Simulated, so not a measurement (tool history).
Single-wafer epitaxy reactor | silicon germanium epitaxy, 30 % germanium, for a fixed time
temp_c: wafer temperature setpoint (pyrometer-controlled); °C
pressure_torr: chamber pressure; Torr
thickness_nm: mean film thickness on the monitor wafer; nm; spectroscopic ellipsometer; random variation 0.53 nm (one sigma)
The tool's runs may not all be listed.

run 1 hour=0 | temp_c=600 pressure_torr=21.3 | thickness_nm=64.736
run 2 hour=3.3 | temp_c=605 pressure_torr=21.4 | thickness_nm=71.605
run 3 hour=10.7 | temp_c=598 pressure_torr=21.4 | thickness_nm=61.843
run 4 hour=13.2 | temp_c=598 pressure_torr=23.4 | thickness_nm=63.354
run 5 hour=16.6 | temp_c=594 pressure_torr=23.4 | thickness_nm=58.919
run 6 hour=21.2 | temp_c=594 pressure_torr=25.6 | thickness_nm=60.263
run 7 hour=22.2 | temp_c=600 pressure_torr=25.8 | thickness_nm=68.785
run 8 hour=25.9 | temp_c=604 pressure_torr=25.9 | thickness_nm=74.774

Forecast run 9:
run 9 hour=26.4 | temp_c=607 pressure_torr=26 | thickness_nm=?

thickness_nm: 79.923 nm
